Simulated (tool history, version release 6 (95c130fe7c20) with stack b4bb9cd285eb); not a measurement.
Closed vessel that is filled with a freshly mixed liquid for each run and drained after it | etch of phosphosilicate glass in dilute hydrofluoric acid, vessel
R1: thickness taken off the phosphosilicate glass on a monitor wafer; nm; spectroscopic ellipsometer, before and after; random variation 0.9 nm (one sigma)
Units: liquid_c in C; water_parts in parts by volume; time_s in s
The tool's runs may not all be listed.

run 1 hour=0 | liquid_c=22 water_parts=190 time_s=90 | R1=72.221
run 2 hour=5.7 | liquid_c=22 water_parts=215 time_s=90 | R1=62.219
run 3 hour=8.6 | liquid_c=22 water_parts=215 time_s=90 | R1=62.572
run 4 hour=15.5 | liquid_c=22 water_parts=280 time_s=90 | R1=45.618
run 5 hour=24.3 | liquid_c=24 water_parts=250 time_s=90 | R1=55.923
run 6 hour=28 | liquid_c=25.5 water_parts=225 time_s=90 | R1=68.186
run 7 hour=30.6 | liquid_c=29.5 water_parts=155 time_s=90 | R1=123.81

The next listed run, before its measurement:
-- hour=36.8 thermometer replaced
run 8 hour=36.8 | liquid_c=29 water_parts=155 time_s=90 | R1=?

R1: 131.28 nm
